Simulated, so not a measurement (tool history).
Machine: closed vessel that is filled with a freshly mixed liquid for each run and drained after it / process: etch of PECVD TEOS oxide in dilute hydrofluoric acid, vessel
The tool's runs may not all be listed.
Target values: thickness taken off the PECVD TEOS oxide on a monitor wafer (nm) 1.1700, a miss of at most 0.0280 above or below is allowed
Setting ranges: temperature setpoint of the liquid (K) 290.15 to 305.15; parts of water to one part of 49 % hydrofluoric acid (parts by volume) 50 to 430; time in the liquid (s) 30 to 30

run,hour,temperature setpoint of the liquid (K),parts of water to one part of 49 % hydrofluoric acid (parts by volume),time in the liquid (s),thickness taken off the PECVD TEOS oxide on a monitor wafer (nm)
1,0.0,297.15,240,30,1.5926
2,1.6,299.65,240,30,1.7386
3,9.2,303.15,240,30,1.9538
4,18.3,303.15,240,30,1.9716
5,24.3,300.15,245,30,1.7292
6,30.1,300.15,285,30,1.4254
7,33.9,298.65,285,30,1.3555
8,38.4,298.65,285,30,1.3578
9,47.4,298.65,285,30,1.3477

5 candidate next runs follow, results not yet known. Just one meets every target within its allowed miss. Identify it.
A,56.4,297.15,290,30,?
B,56.4,299.15,305,30,?
C,56.4,297.15,305,30,?
D,56.4,298.65,300,30,?
E,56.4,298.15,300,30,?

move,thickness taken off the PECVD TEOS oxide on a monitor wafer (nm)
A,1.2590
B,1.2632
C,1.1797
D,1.2690
E,1.2475
A: closes in on the targets versus the last run, not all within tolerance yet
B: closes in on the targets versus the last run, not all within tolerance yet
C: all results in spec
D: closes in on the targets versus the last run, not all within tolerance yet
E: closes in on the targets versus the last run, not all within tolerance yet
The right move is C.
